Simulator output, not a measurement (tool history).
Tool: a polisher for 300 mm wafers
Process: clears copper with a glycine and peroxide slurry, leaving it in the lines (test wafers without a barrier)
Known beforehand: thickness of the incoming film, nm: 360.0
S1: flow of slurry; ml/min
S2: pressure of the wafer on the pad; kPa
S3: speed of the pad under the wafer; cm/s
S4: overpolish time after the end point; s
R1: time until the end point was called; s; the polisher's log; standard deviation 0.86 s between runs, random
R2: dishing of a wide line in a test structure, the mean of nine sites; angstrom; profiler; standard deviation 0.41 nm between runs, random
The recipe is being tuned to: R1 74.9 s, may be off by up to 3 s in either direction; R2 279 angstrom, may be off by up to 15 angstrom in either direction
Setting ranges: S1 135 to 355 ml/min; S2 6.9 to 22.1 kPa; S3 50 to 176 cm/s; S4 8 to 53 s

| run | hour | S1 | S2 | S3 | S4 | R1 | R2 |
|---|---|---|---|---|---|---|---|
| 1 | 0 | 225 | 14.5 | 112 | 27 | 80.646 | 722.93 |
| 2 | 7.5 | 210 | 13.1 | 124 | 23 | 82.753 | 639.43 |
| 3 | 15.7 | 240 | 11.7 | 132 | 20 | 81.302 | 553.72 |
| 4 | 16.4 | 240 | 10.3 | 132 | 20 | 87.555 | 536.41 |
| 5 | 22.2 | 240 | 12.4 | 132 | 20 | 80.011 | 569.83 |
| 6 | 30.3 | 260 | 11 | 138 | 18 | 79.426 | 531.17 |
| 7 | 38.4 | 280 | 10.3 | 140 | 16 | 81.819 | 463.15 |
|  | 43.6 | worn pad replaced by a new one |
| 8 | 43.6 | 295 | 9.7 | 146 | 14 | 75.11 | 461.31 |
| 9 | 46.9 | 305 | 9 | 146 | 13 | 76.916 | 415.85 |
| 10 | 50.3 | 355 | 6.9 | 154 | 8 | 85.248 | 250.42 |

Which one of the following 5 next-run settings gets every result inside its allowed miss? There is exactly one.
| A | 53.7 | 355 | 7.6 | 170 | 8 | ? | ? |
| B | 53.7 | 355 | 9 | 166 | 8 | ? | ? |
| C | 53.7 | 355 | 9.7 | 162 | 8 | ? | ? |
| D | 53.7 | 345 | 7.6 | 128 | 8 | ? | ? |
| E | 53.7 | 345 | 8.3 | 110 | 8 | ? | ? |

| move | R1 | R2 |
|---|---|---|
| A | 74.761 | 279.6 |
| B | 69.71 | 298.45 |
| C | 68.173 | 304.93 |
| D | 92.165 | 232.82 |
| E | 98.157 | 220.52 |
A: meets every target
B: pushes the last run's worst result past its target
C: pushes the last run's worst result past its target
D: further off than the last run
E: further off than the last run
A is the move that brings every result within its allowed miss.

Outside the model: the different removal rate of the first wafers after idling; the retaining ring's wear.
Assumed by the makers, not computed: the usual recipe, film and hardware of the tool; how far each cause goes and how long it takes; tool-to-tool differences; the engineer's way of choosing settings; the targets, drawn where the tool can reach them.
